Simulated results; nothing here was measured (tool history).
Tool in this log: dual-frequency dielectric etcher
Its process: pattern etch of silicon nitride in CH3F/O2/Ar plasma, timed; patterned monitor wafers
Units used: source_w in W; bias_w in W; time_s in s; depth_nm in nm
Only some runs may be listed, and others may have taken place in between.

run	hour	source_w	bias_w	time_s	depth_nm
1	0	360	53	85.5	47.597
2	6.4	340	51	85.5	46.038
3	13.4	340	56	85.5	47.978
4	15.6	370	56	85.5	48.943
5	23.3	370	49	85.5	46.636
6	25	350	47	85.5	45.367
7	33.3	330	46	85.5	44.334
8	37.1	310	45	85.5	43.073

Forecast run 9:
9	43.2	300	44	85.5	?

{"run 9": {"depth_nm": 42.325}}
